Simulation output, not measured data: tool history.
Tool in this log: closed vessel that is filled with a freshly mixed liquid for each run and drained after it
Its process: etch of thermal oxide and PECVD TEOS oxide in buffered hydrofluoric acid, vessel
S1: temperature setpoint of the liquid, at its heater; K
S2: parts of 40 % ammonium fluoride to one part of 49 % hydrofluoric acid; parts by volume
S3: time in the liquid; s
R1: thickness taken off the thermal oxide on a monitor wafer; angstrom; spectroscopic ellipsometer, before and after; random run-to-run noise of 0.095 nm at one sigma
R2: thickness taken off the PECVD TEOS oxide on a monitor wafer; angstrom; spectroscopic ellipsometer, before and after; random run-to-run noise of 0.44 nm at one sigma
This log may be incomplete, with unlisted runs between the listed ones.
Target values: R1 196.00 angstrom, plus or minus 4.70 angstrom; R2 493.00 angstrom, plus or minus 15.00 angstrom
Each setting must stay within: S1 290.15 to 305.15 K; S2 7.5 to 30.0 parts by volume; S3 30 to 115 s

run  hour      S1    S2  S3      R1      R2
  1   0.0  297.15  21.0  60  355.34  893.34
  2   2.1  295.65  21.0  60  326.43  842.01
  3   7.7  294.65  23.5  60  287.93  715.82
  4  14.1  294.65  20.0  60  321.77  808.43
  5  22.5  293.65  22.0  60  281.66  712.85
  6  24.8  290.15  22.0  60  233.87  579.39
  7  31.6  290.15  23.5  60  220.95  558.41
  8  35.9  290.15  26.5  60  202.83  512.24

Which one of the following 4 next-run settings gets every result inside its allowed miss? There is exactly one.
  A  40.2  291.15  21.5  50   ?   ?
  B  40.2  291.65  26.0  55   ?   ?
  C  40.2  290.65  19.5  45   ?   ?
  D  40.2  291.65  27.5  60   ?   ?

move      R1      R2
   A  208.05  529.63
   B  206.45  525.57
   C  196.15  499.35
   D  216.64  551.51
A: lands further from the targets than the last run did
B: lands further from the targets than the last run did
C: in spec on every target
D: lands further from the targets than the last run did
C meets every target.

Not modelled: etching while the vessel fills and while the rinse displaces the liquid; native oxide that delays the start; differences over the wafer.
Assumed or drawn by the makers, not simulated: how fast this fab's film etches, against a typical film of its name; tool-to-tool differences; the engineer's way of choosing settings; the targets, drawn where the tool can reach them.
